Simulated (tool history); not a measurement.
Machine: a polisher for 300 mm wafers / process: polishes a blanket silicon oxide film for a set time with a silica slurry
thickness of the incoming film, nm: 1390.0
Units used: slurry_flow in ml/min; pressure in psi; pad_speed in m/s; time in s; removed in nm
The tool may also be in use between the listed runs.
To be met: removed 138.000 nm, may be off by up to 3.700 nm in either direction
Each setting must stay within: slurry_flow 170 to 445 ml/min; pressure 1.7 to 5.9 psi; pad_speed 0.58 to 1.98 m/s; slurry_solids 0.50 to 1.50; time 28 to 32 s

| run | hour | slurry_flow | pressure | pad_speed | slurry_solids | time | removed |
|---|---|---|---|---|---|---|---|
| 1 | 0.0 | 285 | 3.8 | 1.28 | 1.00 | 32 | 93.223 |
| 2 | 1.9 | 315 | 3.8 | 1.28 | 1.00 | 32 | 93.646 |
| 3 | 4.6 | 315 | 3.8 | 1.28 | 0.85 | 32 | 87.265 |
| 4 | 11.5 | 315 | 4.1 | 1.28 | 0.85 | 32 | 93.953 |
| 5 | 17.4 | 315 | 4.1 | 1.60 | 0.85 | 32 | 111.860 |
| 6 | 18.0 | 315 | 4.2 | 1.60 | 0.85 | 32 | 114.170 |
| 7 | 22.2 | 315 | 4.3 | 1.60 | 0.85 | 32 | 117.340 |
| 8 | 23.4 | 315 | 4.4 | 1.60 | 0.85 | 32 | 120.070 |
| 9 | 25.3 | 315 | 4.5 | 1.60 | 0.85 | 32 | 122.850 |
| 10 | 32.3 | 315 | 4.6 | 1.60 | 0.85 | 32 | 124.710 |
| 11 | 38.1 | 315 | 4.7 | 1.60 | 0.85 | 32 | 127.650 |

Exercise: of the 4 proposed moves below, exactly one satisfies all targets within the stated allowed misses. Which move is it?
| A | 43.9 | 365 | 4.9 | 1.52 | 0.85 | 32 | ? |
| B | 43.9 | 375 | 4.8 | 1.74 | 0.85 | 31 | ? |
| C | 43.9 | 270 | 5.3 | 1.64 | 0.85 | 29 | ? |
| D | 43.9 | 305 | 5.1 | 1.70 | 0.85 | 32 | ? |

| move | removed |
|---|---|
| A | 129.500 |
| B | 137.250 |
| C | 131.520 |
| D | 145.320 |
A: gains on the last run, yet a result remains outside its allowed miss
B: each result inside its tolerance
C: gains on the last run, yet a result remains outside its allowed miss
D: pushes the last run's worst result past its target
Move B is the one to make.
